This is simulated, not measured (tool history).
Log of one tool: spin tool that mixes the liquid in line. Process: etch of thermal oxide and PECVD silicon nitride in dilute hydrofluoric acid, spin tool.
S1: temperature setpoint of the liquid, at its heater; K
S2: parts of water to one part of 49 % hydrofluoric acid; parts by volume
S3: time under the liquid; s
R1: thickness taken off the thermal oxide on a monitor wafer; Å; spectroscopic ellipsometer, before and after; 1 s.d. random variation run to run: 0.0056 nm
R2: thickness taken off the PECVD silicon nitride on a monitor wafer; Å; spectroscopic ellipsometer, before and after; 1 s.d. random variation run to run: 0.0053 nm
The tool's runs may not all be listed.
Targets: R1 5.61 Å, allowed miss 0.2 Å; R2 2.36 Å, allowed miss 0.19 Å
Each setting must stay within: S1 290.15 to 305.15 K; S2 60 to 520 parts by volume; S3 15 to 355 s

run	hour	S1	S2	S3	R1	R2
1	0	297.15	290	180	25.776	10.462
2	5.4	294.65	370	165	15.875	6.2393
3	13.9	294.65	425	165	13.375	5.6238
4	17.8	294.65	425	110	8.9601	3.7672
5	19	297.15	425	110	9.6577	4.2735
6	24.7	295.65	460	110	8.2478	3.5713
7	31.3	294.65	480	105	7.1113	3.183
8	37.4	290.65	495	95	5.3737	2.2469

5 candidate next runs follow, results not yet known. Just one meets every target within its allowed miss. Identify it.
A	43.5	292.65	520	85	?	?
B	43.5	296.15	520	80	?	?
C	43.5	295.15	520	80	?	?
D	43.5	292.65	510	95	?	?
E	43.5	290.15	415	75	?	?

move	R1	R2
A	4.8721	2.0059
B	5.1405	2.3244
C	4.9783	2.1921
D	5.5926	2.284
E	5.3312	1.877
A: further off than the last run
B: further off than the last run
C: further off than the last run
D: every result within its allowed miss
E: further off than the last run
Go with D: it meets all targets.
